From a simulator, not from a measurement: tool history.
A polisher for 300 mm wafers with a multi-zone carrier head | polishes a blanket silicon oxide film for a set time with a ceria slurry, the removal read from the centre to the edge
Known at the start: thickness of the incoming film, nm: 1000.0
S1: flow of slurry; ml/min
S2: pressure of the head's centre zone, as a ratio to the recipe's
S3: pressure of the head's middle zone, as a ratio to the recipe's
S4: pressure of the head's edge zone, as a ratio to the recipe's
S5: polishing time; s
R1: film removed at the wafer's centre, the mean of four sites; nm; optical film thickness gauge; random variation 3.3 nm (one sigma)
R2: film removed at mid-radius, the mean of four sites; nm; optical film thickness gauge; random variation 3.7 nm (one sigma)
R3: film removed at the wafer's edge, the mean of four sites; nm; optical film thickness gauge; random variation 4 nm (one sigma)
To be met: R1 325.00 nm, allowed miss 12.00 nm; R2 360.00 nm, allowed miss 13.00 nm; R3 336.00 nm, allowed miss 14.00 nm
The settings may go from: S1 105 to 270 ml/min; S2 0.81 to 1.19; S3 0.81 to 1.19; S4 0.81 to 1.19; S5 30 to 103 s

{"run": 1, "day": 0.0, "S1": 175, "S2": 1.0, "S3": 1.0, "S4": 1.0, "S5": 66, "R1": 286.88, "R2": 286.45, "R3": 292.71}
{"run": 2, "day": 0.325, "S1": 175, "S2": 1.0, "S3": 1.08, "S4": 1.0, "S5": 66, "R1": 289.45, "R2": 315.5, "R3": 292.12}
{"run": 3, "day": 0.6, "S1": 175, "S2": 1.0, "S3": 1.08, "S4": 0.94, "S5": 66, "R1": 285.43, "R2": 308.22, "R3": 281.85}
{"run": 4, "day": 0.85, "S1": 175, "S2": 1.0, "S3": 1.08, "S4": 0.87, "S5": 66, "R1": 289.03, "R2": 308.56, "R3": 273.76}
{"run": 5, "day": 0.95, "S1": 185, "S2": 1.0, "S3": 1.08, "S4": 0.92, "S5": 67, "R1": 289.68, "R2": 315.1, "R3": 284.41}
{"run": 6, "day": 1.071, "S1": 185, "S2": 1.01, "S3": 1.09, "S4": 0.96, "S5": 68, "R1": 301.76, "R2": 314.36, "R3": 295.43}
{"run": 7, "day": 1.175, "S1": 185, "S2": 1.0, "S3": 1.1, "S4": 0.97, "S5": 70, "R1": 301.47, "R2": 326.91, "R3": 305.38}
{"run": 8, "day": 1.433, "S1": 185, "S2": 1.0, "S3": 1.11, "S4": 0.98, "S5": 71, "R1": 312.71, "R2": 333.27, "R3": 314.48}
{"run": 9, "day": 1.571, "S1": 185, "S2": 1.0, "S3": 1.12, "S4": 0.99, "S5": 72, "R1": 316.91, "R2": 354.93, "R3": 315.93}
{"run": 10, "day": 1.917, "S1": 190, "S2": 1.0, "S3": 1.12, "S4": 1.01, "S5": 72, "R1": 325.82, "R2": 358.1, "R3": 312.38}

Which of these 4 next moves meets every target?
{"run": "A", "day": 2.262, "S1": 200, "S2": 0.97, "S3": 1.19, "S4": 0.99, "S5": 69, "R1": "?", "R2": "?", "R3": "?"}
{"run": "B", "day": 2.262, "S1": 200, "S2": 0.96, "S3": 1.03, "S4": 0.94, "S5": 71, "R1": "?", "R2": "?", "R3": "?"}
{"run": "C", "day": 2.262, "S1": 175, "S2": 0.96, "S3": 1.08, "S4": 0.95, "S5": 78, "R1": "?", "R2": "?", "R3": "?"}
{"run": "D", "day": 2.262, "S1": 170, "S2": 1.1, "S3": 0.98, "S4": 1.0, "S5": 76, "R1": "?", "R2": "?", "R3": "?"}

move=A R1=299.37 R2=354.27 R3=303.99
move=B R1=304.50 R2=322.16 R3=306.32
move=C R1=329.53 R2=363.44 R3=334.47
move=D R1=366.76 R2=324.87 R3=333.17
A: further off than the last run
B: further off than the last run
C: meets every target
D: brings the result that was furthest off to its target, and leaves another outside
Move C is the one to make.

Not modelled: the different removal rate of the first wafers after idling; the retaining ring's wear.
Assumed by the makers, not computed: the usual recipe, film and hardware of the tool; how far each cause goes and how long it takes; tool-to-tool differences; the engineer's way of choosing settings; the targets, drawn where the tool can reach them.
